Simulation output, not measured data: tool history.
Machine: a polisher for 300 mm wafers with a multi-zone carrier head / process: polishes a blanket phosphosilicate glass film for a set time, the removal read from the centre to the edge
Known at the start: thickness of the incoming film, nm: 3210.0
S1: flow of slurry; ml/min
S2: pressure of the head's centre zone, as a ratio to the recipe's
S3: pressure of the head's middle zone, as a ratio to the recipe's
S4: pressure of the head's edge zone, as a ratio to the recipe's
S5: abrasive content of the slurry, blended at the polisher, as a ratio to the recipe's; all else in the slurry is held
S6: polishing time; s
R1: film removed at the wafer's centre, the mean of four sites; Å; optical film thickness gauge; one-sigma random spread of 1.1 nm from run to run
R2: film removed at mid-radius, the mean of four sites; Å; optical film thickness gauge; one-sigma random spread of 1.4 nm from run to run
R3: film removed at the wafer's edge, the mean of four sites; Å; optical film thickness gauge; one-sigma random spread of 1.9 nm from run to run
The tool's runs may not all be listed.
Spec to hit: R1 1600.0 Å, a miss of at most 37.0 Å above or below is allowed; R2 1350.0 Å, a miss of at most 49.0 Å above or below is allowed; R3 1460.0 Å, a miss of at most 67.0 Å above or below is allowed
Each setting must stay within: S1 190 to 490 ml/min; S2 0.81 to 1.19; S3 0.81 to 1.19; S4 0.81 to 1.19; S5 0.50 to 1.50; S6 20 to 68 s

run,hour,S1,S2,S3,S4,S5,S6,R1,R2,R3
1,0.0,315,1.00,1.00,1.00,1.00,44,2298.9,2349.1,2225.4
2,0.8,315,1.00,1.00,1.00,1.20,44,2551.1,2595.1,2601.7
3,5.0,305,1.01,0.95,1.03,1.05,43,2307.7,2236.6,2350.7
4,13.0,305,1.01,0.87,1.03,1.05,43,2295.5,2098.8,2358.2
5,18.1,300,1.02,0.85,1.02,0.90,42,2013.2,1804.8,2040.4
6,24.7,300,1.02,0.85,1.02,0.90,49,2374.3,2072.6,2378.7
7,28.1,290,1.02,0.84,0.99,0.80,48,2103.1,1807.1,2033.3
8,36.6,265,1.01,0.83,0.96,0.75,48,1916.0,1677.3,1911.8
9,43.2,265,1.02,0.83,0.92,0.70,48,1797.7,1563.2,1713.7
10,48.0,250,1.03,0.82,0.90,0.70,48,1807.1,1558.2,1688.2
11,55.3,250,1.03,0.82,0.90,0.70,48,1788.1,1527.4,1693.2
12,64.3,245,1.03,0.82,0.88,0.70,48,1805.2,1535.0,1673.7
13,71.7,240,1.03,0.82,0.87,0.65,48,1646.2,1401.8,1519.8
14,79.6,230,1.03,0.82,0.86,0.65,48,1658.4,1408.3,1512.8

Of the 4 settings listed for the next run, only one would bring every result within its allowed miss of target. Which one?
A,87.5,285,1.11,0.93,0.84,0.75,38,?,?,?
B,87.5,255,1.06,0.83,0.87,1.00,30,?,?,?
C,87.5,250,1.14,0.89,0.81,0.65,43,?,?,?
D,87.5,210,1.09,0.81,0.88,0.60,47,?,?,?

move,R1,R2,R3
A,1650.1,1474.6,1423.4
B,1584.3,1337.0,1445.0
C,1595.0,1348.4,1332.8
D,1479.0,1200.4,1336.4
A: misses by more than the last run did
B: meets every target
C: meets the target for the result that was furthest off, but another lies outside its allowed miss
D: pushes the last run's worst result past its target
The move that meets every target is B.
